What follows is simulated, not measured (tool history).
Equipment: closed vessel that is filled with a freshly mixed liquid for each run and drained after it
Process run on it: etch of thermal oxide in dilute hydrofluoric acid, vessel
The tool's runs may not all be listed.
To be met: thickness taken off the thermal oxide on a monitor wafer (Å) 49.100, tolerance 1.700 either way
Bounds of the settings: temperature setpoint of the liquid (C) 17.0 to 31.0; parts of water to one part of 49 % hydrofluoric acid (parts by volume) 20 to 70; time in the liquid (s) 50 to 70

run,hour,temperature setpoint of the liquid (C),parts of water to one part of 49 % hydrofluoric acid (parts by volume),time in the liquid (s),thickness taken off the thermal oxide on a monitor wafer (Å)
1,0.0,23.0,40,70,84.135
2,8.7,23.0,40,50,61.046
3,17.0,22.0,40,50,59.035
4,19.1,25.0,40,50,65.791
5,22.3,25.0,40,70,93.327
6,31.6,25.0,50,70,73.861
7,40.4,23.5,50,70,69.650
8,49.6,23.5,50,70,69.239

Next run, 4 choices. One meets every target within its allowed miss, the rest don't. Which?
A,58.8,23.5,65,60,?
B,58.8,23.5,50,50,?
C,58.8,25.0,45,70,?
D,58.8,23.5,55,50,?

move,thickness taken off the thermal oxide on a monitor wafer (Å)
A,45.089
B,49.806
C,82.962
D,44.983
A: the result that was furthest off in the last run now lies on the other side of its target
B: each result inside its tolerance
C: misses by more than the last run did
D: the result that was furthest off in the last run now lies on the other side of its target
B is the move that brings every result within its allowed miss.
